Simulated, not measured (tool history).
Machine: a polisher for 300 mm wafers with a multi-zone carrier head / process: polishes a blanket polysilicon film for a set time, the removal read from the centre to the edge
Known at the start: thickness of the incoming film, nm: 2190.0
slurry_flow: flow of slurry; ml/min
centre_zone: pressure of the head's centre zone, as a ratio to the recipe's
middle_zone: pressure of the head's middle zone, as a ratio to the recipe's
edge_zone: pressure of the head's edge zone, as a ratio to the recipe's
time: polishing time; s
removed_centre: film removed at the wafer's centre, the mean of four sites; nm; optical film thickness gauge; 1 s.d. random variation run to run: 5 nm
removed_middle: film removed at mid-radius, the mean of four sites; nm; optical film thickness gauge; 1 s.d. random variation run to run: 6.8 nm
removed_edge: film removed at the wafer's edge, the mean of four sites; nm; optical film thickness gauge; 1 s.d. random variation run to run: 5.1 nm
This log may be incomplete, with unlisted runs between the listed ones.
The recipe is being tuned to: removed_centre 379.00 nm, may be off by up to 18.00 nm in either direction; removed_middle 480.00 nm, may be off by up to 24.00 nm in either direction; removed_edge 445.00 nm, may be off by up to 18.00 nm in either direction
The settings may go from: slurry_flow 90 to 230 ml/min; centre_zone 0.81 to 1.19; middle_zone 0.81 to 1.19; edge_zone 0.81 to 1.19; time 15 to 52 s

Run 1, hour 0.0: slurry_flow 150 ml/min, centre_zone 1.00, middle_zone 1.00, edge_zone 1.00, time 33 s. Result: removed_centre 325.76 nm, removed_middle 319.06 nm, removed_edge 319.82 nm.
Run 2, hour 1.1: slurry_flow 155 ml/min, centre_zone 0.97, middle_zone 1.04, edge_zone 1.04, time 35 s. Result: removed_centre 329.47 nm, removed_middle 359.00 nm, removed_edge 339.47 nm.
Run 3, hour 8.9: slurry_flow 155 ml/min, centre_zone 0.95, middle_zone 1.04, edge_zone 1.07, time 37 s. Result: removed_centre 344.85 nm, removed_middle 377.48 nm, removed_edge 367.20 nm.
Run 4, hour 16.4: slurry_flow 160 ml/min, centre_zone 0.93, middle_zone 1.06, edge_zone 1.09, time 39 s. Result: removed_centre 355.22 nm, removed_middle 401.75 nm, removed_edge 391.38 nm.
Run 5, hour 17.3: slurry_flow 165 ml/min, centre_zone 0.92, middle_zone 1.08, edge_zone 1.11, time 40 s. Result: removed_centre 370.57 nm, removed_middle 435.00 nm, removed_edge 406.44 nm.
Run 6, hour 22.0: slurry_flow 165 ml/min, centre_zone 0.92, middle_zone 1.00, edge_zone 1.11, time 40 s. Result: removed_centre 361.72 nm, removed_middle 392.82 nm, removed_edge 406.80 nm.
Run 7, hour 24.0: slurry_flow 170 ml/min, centre_zone 0.91, middle_zone 1.03, edge_zone 1.12, time 41 s. Result: removed_centre 374.98 nm, removed_middle 417.54 nm, removed_edge 412.08 nm.
Run 8, hour 29.1: slurry_flow 165 ml/min, centre_zone 0.90, middle_zone 1.06, edge_zone 1.13, time 42 s. Result: removed_centre 378.94 nm, removed_middle 446.76 nm, removed_edge 435.56 nm.
Run 9, hour 36.0: slurry_flow 165 ml/min, centre_zone 0.90, middle_zone 1.07, edge_zone 1.13, time 42 s. Result: removed_centre 383.93 nm, removed_middle 446.63 nm, removed_edge 433.74 nm.
Run 10, hour 38.0: slurry_flow 165 ml/min, centre_zone 0.89, middle_zone 1.09, edge_zone 1.14, time 42 s. Result: removed_centre 377.03 nm, removed_middle 452.94 nm, removed_edge 430.72 nm.

Which of these 5 next moves meets every target?
Run A, hour 40.0: slurry_flow 205 ml/min, centre_zone 0.85, middle_zone 1.10, edge_zone 1.12, time 43 s. Result: removed_centre ?, removed_middle ?, removed_edge ?.
Run B, hour 40.0: slurry_flow 210 ml/min, centre_zone 0.81, middle_zone 1.19, edge_zone 1.10, time 44 s. Result: removed_centre ?, removed_middle ?, removed_edge ?.
Run C, hour 40.0: slurry_flow 150 ml/min, centre_zone 0.89, middle_zone 0.96, edge_zone 1.19, time 45 s. Result: removed_centre ?, removed_middle ?, removed_edge ?.
Run D, hour 40.0: slurry_flow 165 ml/min, centre_zone 0.89, middle_zone 1.13, edge_zone 1.11, time 39 s. Result: removed_centre ?, removed_middle ?, removed_edge ?.
Run E, hour 40.0: slurry_flow 145 ml/min, centre_zone 0.88, middle_zone 0.93, edge_zone 1.19, time 44 s. Result: removed_centre ?, removed_middle ?, removed_edge ?.

move  removed_centre  removed_middle  removed_edge
   A          387.04          482.14        450.75
   B          382.05          529.61        458.72
   C          395.40          425.77        464.75
   D          350.50          431.45        396.50
   E          379.71          402.59        452.23
A: hits every target within its allowed miss
B: takes the result that was furthest off past its target
C: moves away from the targets compared with the last run
D: moves away from the targets compared with the last run
E: moves away from the targets compared with the last run
The right move is A.
